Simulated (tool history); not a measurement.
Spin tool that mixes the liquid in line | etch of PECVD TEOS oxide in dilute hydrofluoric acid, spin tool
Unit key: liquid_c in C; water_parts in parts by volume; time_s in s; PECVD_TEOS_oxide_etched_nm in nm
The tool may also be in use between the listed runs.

run 1 day=0.000 | liquid_c=23.0 water_parts=200 time_s=285 | PECVD_TEOS_oxide_etched_nm=22.344
run 2 day=0.342 | liquid_c=23.0 water_parts=240 time_s=285 | PECVD_TEOS_oxide_etched_nm=17.953
run 3 day=0.429 | liquid_c=25.0 water_parts=235 time_s=285 | PECVD_TEOS_oxide_etched_nm=19.565
run 4 day=0.575 | liquid_c=25.0 water_parts=235 time_s=305 | PECVD_TEOS_oxide_etched_nm=20.989
run 5 day=0.817 | liquid_c=25.0 water_parts=300 time_s=305 | PECVD_TEOS_oxide_etched_nm=15.357
run 6 day=0.862 | liquid_c=26.5 water_parts=280 time_s=305 | PECVD_TEOS_oxide_etched_nm=17.912
run 7 day=1.229 | liquid_c=27.5 water_parts=265 time_s=305 | PECVD_TEOS_oxide_etched_nm=19.770

Run 8 has not been measured yet. What should we expect?
run 8 day=1.333 | liquid_c=28.5 water_parts=255 time_s=305 | PECVD_TEOS_oxide_etched_nm=?

PECVD_TEOS_oxide_etched_nm: 21.361 nm
